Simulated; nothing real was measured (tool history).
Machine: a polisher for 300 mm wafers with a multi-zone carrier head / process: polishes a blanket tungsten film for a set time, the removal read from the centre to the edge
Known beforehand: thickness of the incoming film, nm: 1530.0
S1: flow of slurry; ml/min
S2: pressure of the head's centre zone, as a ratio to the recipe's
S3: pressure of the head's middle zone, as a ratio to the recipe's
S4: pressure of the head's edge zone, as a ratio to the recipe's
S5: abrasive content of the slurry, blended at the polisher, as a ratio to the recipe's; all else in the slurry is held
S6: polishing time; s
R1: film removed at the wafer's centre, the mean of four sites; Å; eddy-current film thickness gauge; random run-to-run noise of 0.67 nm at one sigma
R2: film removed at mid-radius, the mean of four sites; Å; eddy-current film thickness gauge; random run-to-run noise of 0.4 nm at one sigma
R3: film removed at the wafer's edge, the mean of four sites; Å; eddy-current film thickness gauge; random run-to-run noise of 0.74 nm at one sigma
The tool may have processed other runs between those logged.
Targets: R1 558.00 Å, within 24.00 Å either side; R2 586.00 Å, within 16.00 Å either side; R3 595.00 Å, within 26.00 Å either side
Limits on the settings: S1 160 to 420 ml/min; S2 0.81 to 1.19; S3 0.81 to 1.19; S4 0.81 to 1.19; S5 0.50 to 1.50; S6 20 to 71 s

{"run": 1, "hour": 0.0, "S1": 270, "S2": 1.0, "S3": 1.0, "S4": 1.0, "S5": 1.0, "S6": 45, "R1": 1319.0, "R2": 1328.4, "R3": 1308.6}
{"run": 2, "hour": 8.3, "S1": 245, "S2": 0.97, "S3": 0.97, "S4": 0.96, "S5": 0.85, "S6": 39, "R1": 1046.7, "R2": 1054.5, "R3": 1035.9}
{"run": 3, "hour": 15.0, "S1": 245, "S2": 0.97, "S3": 0.97, "S4": 1.02, "S5": 0.85, "S6": 39, "R1": 1055.3, "R2": 1049.2, "R3": 1090.9}
{"run": 4, "hour": 19.9, "S1": 245, "S2": 0.97, "S3": 0.97, "S4": 0.96, "S5": 0.85, "S6": 39, "R1": 1021.9, "R2": 1046.7, "R3": 1027.7}
{"run": 5, "hour": 25.7, "S1": 245, "S2": 0.97, "S3": 0.97, "S4": 0.96, "S5": 0.85, "S6": 47, "R1": 1262.0, "R2": 1261.6, "R3": 1245.8}
{"run": 6, "hour": 32.8, "S1": 245, "S2": 0.97, "S3": 0.92, "S4": 0.96, "S5": 0.85, "S6": 47, "R1": 1237.3, "R2": 1222.7, "R3": 1252.9}
{"run": 7, "hour": 41.3, "S1": 235, "S2": 0.94, "S3": 0.9, "S4": 0.93, "S5": 0.75, "S6": 41, "R1": 1008.9, "R2": 1020.8, "R3": 1020.2}
{"run": 8, "hour": 46.8, "S1": 225, "S2": 0.92, "S3": 0.88, "S4": 0.92, "S5": 0.7, "S6": 36, "R1": 854.55, "R2": 845.73, "R3": 873.13}
{"run": 9, "hour": 53.6, "S1": 215, "S2": 0.89, "S3": 0.87, "S4": 0.9, "S5": 0.65, "S6": 34, "R1": 747.71, "R2": 773.83, "R3": 796.31}
{"run": 10, "hour": 54.6, "S1": 210, "S2": 0.88, "S3": 0.86, "S4": 0.88, "S5": 0.6, "S6": 32, "R1": 675.93, "R2": 694.63, "R3": 722.58}
{"run": 11, "hour": 59.7, "S1": 205, "S2": 0.87, "S3": 0.86, "S4": 0.86, "S5": 0.55, "S6": 31, "R1": 640.41, "R2": 653.49, "R3": 678.76}
{"run": 12, "hour": 62.5, "S1": 200, "S2": 0.86, "S3": 0.86, "S4": 0.85, "S5": 0.55, "S6": 30, "R1": 592.73, "R2": 629.09, "R3": 656.57}
{"run": 13, "hour": 68.8, "S1": 215, "S2": 0.89, "S3": 0.87, "S4": 0.81, "S5": 0.5, "S6": 26, "R1": 523.38, "R2": 548.16, "R3": 527.59}
{"run": 14, "hour": 71.0, "S1": 215, "S2": 0.89, "S3": 0.87, "S4": 0.83, "S5": 0.5, "S6": 26, "R1": 528.01, "R2": 540.38, "R3": 536.74}
{"hour": 79.0, "done": "slurry nozzle cleaned"}
{"run": 15, "hour": 79.0, "S1": 215, "S2": 0.89, "S3": 0.88, "S4": 0.85, "S5": 0.5, "S6": 26, "R1": 537.17, "R2": 557.83, "R3": 553.97}
{"run": 16, "hour": 80.8, "S1": 215, "S2": 0.89, "S3": 0.88, "S4": 0.86, "S5": 0.5, "S6": 26, "R1": 546.08, "R2": 544.61, "R3": 559.96}
{"run": 17, "hour": 84.4, "S1": 220, "S2": 0.89, "S3": 0.89, "S4": 0.87, "S5": 0.5, "S6": 26, "R1": 541.34, "R2": 559.36, "R3": 566.79}
{"run": 18, "hour": 88.6, "S1": 220, "S2": 0.89, "S3": 0.89, "S4": 0.87, "S5": 0.5, "S6": 26, "R1": 536.27, "R2": 555.15, "R3": 566.55}

Which of these 4 next moves meets every target?
{"run": "A", "hour": 92.8, "S1": 160, "S2": 0.89, "S3": 0.91, "S4": 0.89, "S5": 0.55, "S6": 27, "R1": "?", "R2": "?", "R3": "?"}
{"run": "B", "hour": 92.8, "S1": 285, "S2": 0.95, "S3": 0.84, "S4": 0.94, "S5": 0.5, "S6": 24, "R1": "?", "R2": "?", "R3": "?"}
{"run": "C", "hour": 92.8, "S1": 225, "S2": 0.81, "S3": 0.9, "S4": 0.86, "S5": 0.55, "S6": 28, "R1": "?", "R2": "?", "R3": "?"}
{"run": "D", "hour": 92.8, "S1": 160, "S2": 0.83, "S3": 0.85, "S4": 1.06, "S5": 0.5, "S6": 27, "R1": "?", "R2": "?", "R3": "?"}

move=A R1=551.23 R2=600.33 R3=585.50
move=B R1=537.76 R2=516.87 R3=538.03
move=C R1=540.06 R2=639.75 R3=613.18
move=D R1=496.62 R2=555.00 R3=615.72
A: every result within its allowed miss
B: its largest miss is bigger than the last run's
C: the result that was furthest off in the last run now lies on the other side of its target
D: its largest miss is bigger than the last run's
Correct choice: A, which meets every target
